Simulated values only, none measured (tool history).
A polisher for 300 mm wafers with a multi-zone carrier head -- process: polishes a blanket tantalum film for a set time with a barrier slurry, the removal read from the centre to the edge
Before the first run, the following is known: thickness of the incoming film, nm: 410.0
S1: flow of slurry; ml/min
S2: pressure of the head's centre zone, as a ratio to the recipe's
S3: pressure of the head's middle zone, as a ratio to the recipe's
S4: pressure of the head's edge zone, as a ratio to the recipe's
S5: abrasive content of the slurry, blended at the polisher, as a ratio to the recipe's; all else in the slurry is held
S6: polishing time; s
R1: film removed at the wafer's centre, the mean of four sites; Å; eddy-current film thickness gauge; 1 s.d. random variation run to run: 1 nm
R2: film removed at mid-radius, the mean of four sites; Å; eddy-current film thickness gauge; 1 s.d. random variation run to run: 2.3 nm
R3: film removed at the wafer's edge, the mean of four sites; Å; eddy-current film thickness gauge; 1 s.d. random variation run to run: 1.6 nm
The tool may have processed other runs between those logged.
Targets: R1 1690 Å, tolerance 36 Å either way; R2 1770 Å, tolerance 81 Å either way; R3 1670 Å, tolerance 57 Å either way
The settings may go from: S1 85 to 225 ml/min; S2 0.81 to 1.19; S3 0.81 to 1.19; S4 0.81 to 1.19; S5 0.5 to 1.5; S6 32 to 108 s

| run | day | S1 | S2 | S3 | S4 | S5 | S6 | R1 | R2 | R3 |
|---|---|---|---|---|---|---|---|---|---|---|
| 1 | 0 | 145 | 1 | 1 | 1 | 1 | 70 | 1146.8 | 1116.4 | 1168.1 |
| 2 | 0.038 | 145 | 1 | 1 | 1 | 1 | 86 | 1407.1 | 1350.4 | 1431.2 |
| 3 | 0.392 | 145 | 1 | 1 | 1 | 0.85 | 86 | 1341.6 | 1284.7 | 1360.1 |
| 4 | 0.767 | 155 | 1.01 | 1.03 | 1.02 | 0.9 | 86 | 1385.5 | 1359.8 | 1410.9 |
| 5 | 0.8 | 155 | 1.01 | 1.03 | 1.02 | 0.75 | 86 | 1304.6 | 1271.9 | 1314.9 |
| 6 | 0.921 | 160 | 1.02 | 1.05 | 1.04 | 0.8 | 86 | 1367.1 | 1340 | 1358.5 |
| 7 | 1.1 | 165 | 1.02 | 1.07 | 1.06 | 0.85 | 86 | 1380.3 | 1412.2 | 1412.7 |
| 8 | 1.396 | 170 | 1.03 | 1.08 | 1.08 | 0.9 | 86 | 1443.8 | 1433 | 1479.6 |

Which of these 4 next moves meets every target?
| A | 1.692 | 215 | 0.97 | 1.16 | 0.91 | 0.7 | 106 | ? | ? | ? |
| B | 1.692 | 170 | 1.05 | 1.19 | 1.07 | 1 | 96 | ? | ? | ? |
| C | 1.692 | 225 | 0.95 | 1.19 | 0.9 | 0.85 | 107 | ? | ? | ? |
| D | 1.692 | 185 | 0.99 | 1.17 | 1.04 | 0.95 | 96 | ? | ? | ? |

| move | R1 | R2 | R3 |
|---|---|---|---|
| A | 1602.2 | 1743.7 | 1562.9 |
| B | 1715.6 | 1760.2 | 1690.6 |
| C | 1712.6 | 1935.9 | 1693.1 |
| D | 1613.8 | 1734.5 | 1656.1 |
A: closes in on the targets versus the last run, not all within tolerance yet
B: every result lands within tolerance
C: meets the target for the result that was furthest off, but another lies outside its allowed miss
D: closes in on the targets versus the last run, not all within tolerance yet
B meets every target.
